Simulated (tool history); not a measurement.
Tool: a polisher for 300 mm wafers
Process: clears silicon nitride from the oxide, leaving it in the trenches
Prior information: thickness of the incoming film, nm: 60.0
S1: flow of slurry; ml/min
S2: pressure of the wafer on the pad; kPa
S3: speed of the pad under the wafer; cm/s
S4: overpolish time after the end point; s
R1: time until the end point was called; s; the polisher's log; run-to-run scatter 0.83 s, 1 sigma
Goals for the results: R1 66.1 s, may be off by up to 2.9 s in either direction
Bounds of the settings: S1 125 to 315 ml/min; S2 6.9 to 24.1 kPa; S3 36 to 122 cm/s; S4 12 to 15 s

run,hour,S1,S2,S3,S4,R1
1,0,205,15.2,78,15,113.18
2,2,205,13.8,78,15,126.22
3,3.2,235,13.8,78,15,123.58
4,11.4,235,13.8,86,15,109.26
5,12.8,210,13.8,86,15,112.51
6,13.9,210,13.8,96,15,101.9
7,17.2,215,14.5,96,15,95.026
8,23.3,215,15.2,96,15,91.302
9,26.8,215,15.9,96,15,86.925
10,34.8,215,16.5,96,15,84.433
11,38.4,215,17.2,96,15,80.465
12,43.5,215,17.9,96,15,79.438
13,49.5,215,18.6,96,15,75.78
14,55.9,215,19.3,96,15,72.141
15,64.9,215,20,96,15,70.854

Which single option among these 4 for the next run brings every result within its allowed miss of target? Just one does.
A,73.9,135,24.1,84,12,?
B,73.9,185,20,92,15,?
C,73.9,250,22.1,90,15,?
D,73.9,230,16.5,102,12,?

move,R1
A,71.701
B,74.275
C,66.193
D,78.342
A: the biggest miss grows against the last run
B: the biggest miss grows against the last run
C: meets every target
D: the biggest miss grows against the last run
C meets every target.
